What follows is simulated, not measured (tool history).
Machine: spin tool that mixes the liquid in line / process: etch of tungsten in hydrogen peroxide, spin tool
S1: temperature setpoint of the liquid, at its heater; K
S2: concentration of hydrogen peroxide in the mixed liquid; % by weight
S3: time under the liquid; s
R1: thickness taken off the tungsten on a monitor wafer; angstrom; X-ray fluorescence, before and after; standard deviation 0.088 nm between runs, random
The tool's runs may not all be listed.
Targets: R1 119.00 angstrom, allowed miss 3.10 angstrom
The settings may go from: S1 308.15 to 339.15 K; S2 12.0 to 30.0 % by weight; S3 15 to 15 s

run,day,S1,S2,S3,R1
1,0.000,324.15,22.0,15,157.85
2,0.083,324.15,22.0,15,160.74
3,0.371,324.15,25.0,15,167.77
4,0.508,322.15,25.0,15,147.14
5,0.808,322.15,25.0,15,149.73
6,1.175,321.15,25.0,15,141.64
7,1.454,320.15,25.0,15,130.59
8,1.562,319.65,25.0,15,127.97

Which of these 5 next moves meets every target?
A,1.671,320.65,29.0,15,?
B,1.671,321.65,22.5,15,?
C,1.671,321.65,23.0,15,?
D,1.671,319.65,28.5,15,?
E,1.671,317.15,30.0,15,?

move,R1
A,147.98
B,138.67
C,140.20
D,137.84
E,120.83
A: further off than the last run
B: further off than the last run
C: further off than the last run
D: further off than the last run
E: hits every target within its allowed miss
Move E is the one to make.
